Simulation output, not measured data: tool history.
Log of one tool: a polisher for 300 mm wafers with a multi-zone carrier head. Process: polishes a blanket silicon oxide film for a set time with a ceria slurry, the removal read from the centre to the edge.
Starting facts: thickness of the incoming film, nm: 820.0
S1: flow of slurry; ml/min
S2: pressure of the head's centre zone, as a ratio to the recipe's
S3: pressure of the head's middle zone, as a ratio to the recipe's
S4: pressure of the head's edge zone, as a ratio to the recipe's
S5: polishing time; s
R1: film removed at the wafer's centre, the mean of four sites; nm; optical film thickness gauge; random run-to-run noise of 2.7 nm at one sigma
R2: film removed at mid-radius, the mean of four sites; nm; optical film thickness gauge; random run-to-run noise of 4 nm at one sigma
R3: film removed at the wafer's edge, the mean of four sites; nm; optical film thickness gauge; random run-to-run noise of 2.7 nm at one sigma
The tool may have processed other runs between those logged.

| run | hour | S1 | S2 | S3 | S4 | S5 | R1 | R2 | R3 |
|---|---|---|---|---|---|---|---|---|---|
| 1 | 0.0 | 260 | 1.00 | 1.00 | 1.00 | 53 | 210.91 | 208.41 | 209.32 |
| 2 | 9.0 | 260 | 0.95 | 1.00 | 1.00 | 53 | 204.75 | 209.23 | 208.19 |
| 3 | 17.7 | 260 | 0.95 | 1.04 | 1.00 | 53 | 204.54 | 209.24 | 207.79 |
| 4 | 26.1 | 270 | 0.99 | 1.03 | 1.03 | 57 | 224.40 | 232.90 | 233.40 |
| 5 | 35.1 | 275 | 1.04 | 1.00 | 1.04 | 60 | 245.25 | 240.42 | 242.25 |
| 6 | 39.0 | 275 | 1.04 | 1.00 | 1.04 | 68 | 279.50 | 272.75 | 273.29 |
| 7 | 44.9 | 285 | 1.07 | 0.99 | 1.07 | 68 | 284.84 | 273.52 | 278.78 |
| 8 | 50.6 | 290 | 1.09 | 0.98 | 1.09 | 69 | 290.26 | 274.08 | 282.91 |

Run 9 has not been measured yet. What should we expect?
| 9 | 51.4 | 290 | 1.10 | 0.98 | 1.10 | 70 | ? | ? | ? |

{"run 9": {"R1": 296.6, "R2": 272.97, "R3": 294.42}}
